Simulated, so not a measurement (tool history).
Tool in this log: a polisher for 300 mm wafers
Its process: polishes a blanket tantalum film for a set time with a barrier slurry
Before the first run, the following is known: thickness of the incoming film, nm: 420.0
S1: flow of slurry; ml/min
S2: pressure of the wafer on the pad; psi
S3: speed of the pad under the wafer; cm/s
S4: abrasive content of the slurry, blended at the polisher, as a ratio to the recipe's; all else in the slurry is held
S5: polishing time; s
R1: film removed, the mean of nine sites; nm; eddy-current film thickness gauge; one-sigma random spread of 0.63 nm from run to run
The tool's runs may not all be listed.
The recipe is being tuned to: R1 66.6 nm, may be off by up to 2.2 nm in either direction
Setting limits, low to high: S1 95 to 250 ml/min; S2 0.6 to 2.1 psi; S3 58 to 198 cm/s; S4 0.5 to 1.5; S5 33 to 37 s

| run | hour | S1 | S2 | S3 | S4 | S5 | R1 |
|---|---|---|---|---|---|---|---|
| 1 | 0 | 160 | 1.3 | 128 | 1 | 37 | 45.193 |
| 2 | 4.6 | 160 | 1.3 | 128 | 1.2 | 37 | 47.206 |
| 3 | 9.7 | 165 | 1.4 | 128 | 1.2 | 37 | 51.029 |
| 4 | 18.5 | 135 | 1.4 | 128 | 1.2 | 37 | 49.693 |
| 5 | 20.8 | 135 | 1.4 | 128 | 1.3 | 37 | 50.248 |
| 6 | 23.2 | 135 | 1.4 | 128 | 1.3 | 33 | 44.516 |
| 7 | 29.4 | 155 | 1.5 | 128 | 1.3 | 33 | 49.126 |
| 8 | 30.8 | 160 | 1.7 | 128 | 1.3 | 33 | 56.736 |
| 9 | 35.2 | 160 | 1.7 | 128 | 1.3 | 33 | 56.586 |
| 10 | 39.7 | 165 | 1.8 | 128 | 1.3 | 33 | 58.543 |
| 11 | 44.7 | 170 | 1.9 | 128 | 1.3 | 33 | 62.38 |
| 12 | 51.9 | 170 | 1.9 | 128 | 1.3 | 33 | 63.466 |

4 candidate next runs follow, results not yet known. Just one meets every target within its allowed miss. Identify it.
| A | 59.1 | 180 | 1.8 | 122 | 1.3 | 33 | ? |
| B | 59.1 | 165 | 1.9 | 134 | 1.3 | 34 | ? |
| C | 59.1 | 165 | 1.9 | 140 | 1.4 | 34 | ? |
| D | 59.1 | 170 | 1.9 | 130 | 1.35 | 37 | ? |

| move | R1 |
|---|---|
| A | 58.882 |
| B | 67.87 |
| C | 71.615 |
| D | 73.189 |
A: lands further from the targets than the last run did
B: all results in spec
C: carries the result that was furthest off beyond its target, to the other side
D: carries the result that was furthest off beyond its target, to the other side
The right move is B.

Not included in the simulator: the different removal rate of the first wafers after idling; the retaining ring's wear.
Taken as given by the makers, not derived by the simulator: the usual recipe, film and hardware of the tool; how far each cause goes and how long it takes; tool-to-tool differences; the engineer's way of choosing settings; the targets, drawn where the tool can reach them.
